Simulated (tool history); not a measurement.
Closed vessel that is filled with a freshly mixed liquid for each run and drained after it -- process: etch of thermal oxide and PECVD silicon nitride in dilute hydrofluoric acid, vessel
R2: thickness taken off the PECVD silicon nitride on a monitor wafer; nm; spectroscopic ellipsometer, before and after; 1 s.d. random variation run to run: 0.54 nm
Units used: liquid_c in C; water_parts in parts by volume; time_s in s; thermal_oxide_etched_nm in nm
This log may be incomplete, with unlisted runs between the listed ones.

{"run": 1, "hour": 0.0, "liquid_c": 24, "water_parts": 160, "time_s": 1330, "thermal_oxide_etched_nm": 35.374, "R2": 32.828}
{"run": 2, "hour": 6.8, "liquid_c": 24, "water_parts": 185, "time_s": 1330, "thermal_oxide_etched_nm": 29.622, "R2": 28.122}
{"run": 3, "hour": 10.6, "liquid_c": 24, "water_parts": 185, "time_s": 1605, "thermal_oxide_etched_nm": 35.92, "R2": 34.373}
{"run": 4, "hour": 15.5, "liquid_c": 24, "water_parts": 145, "time_s": 1605, "thermal_oxide_etched_nm": 47.42, "R2": 43.957}
{"run": 5, "hour": 18.0, "liquid_c": 25, "water_parts": 110, "time_s": 1560, "thermal_oxide_etched_nm": 66.149, "R2": 59.165}
{"run": 6, "hour": 23.5, "liquid_c": 26.5, "water_parts": 100, "time_s": 1510, "thermal_oxide_etched_nm": 75.47, "R2": 70.126}
{"run": 7, "hour": 27.0, "liquid_c": 28, "water_parts": 55, "time_s": 1405, "thermal_oxide_etched_nm": 144.49, "R2": 129.45}
{"run": 8, "hour": 33.6, "liquid_c": 28, "water_parts": 55, "time_s": 1405, "thermal_oxide_etched_nm": 143.15, "R2": 128.33}
{"run": 9, "hour": 39.8, "liquid_c": 26, "water_parts": 115, "time_s": 1540, "thermal_oxide_etched_nm": 64.808, "R2": 60.154}
{"run": 10, "hour": 48.9, "liquid_c": 27, "water_parts": 100, "time_s": 1355, "thermal_oxide_etched_nm": 69.289, "R2": 64.704}
{"run": 11, "hour": 52.3, "liquid_c": 29.5, "water_parts": 45, "time_s": 1195, "thermal_oxide_etched_nm": 161.05, "R2": 146.25}
{"run": 12, "hour": 53.8, "liquid_c": 26, "water_parts": 70, "time_s": 1385, "thermal_oxide_etched_nm": 100.74, "R2": 89.055}
{"run": 13, "hour": 56.1, "liquid_c": 26.5, "water_parts": 70, "time_s": 1405, "thermal_oxide_etched_nm": 104.79, "R2": 92.313}

The next listed run, before its measurement:
{"run": 14, "hour": 57.7, "liquid_c": 27.5, "water_parts": 85, "time_s": 1445, "thermal_oxide_etched_nm": "?", "R2": "?"}

Run 14 produced thermal_oxide_etched_nm 90.148 nm, R2 84.075 nm.

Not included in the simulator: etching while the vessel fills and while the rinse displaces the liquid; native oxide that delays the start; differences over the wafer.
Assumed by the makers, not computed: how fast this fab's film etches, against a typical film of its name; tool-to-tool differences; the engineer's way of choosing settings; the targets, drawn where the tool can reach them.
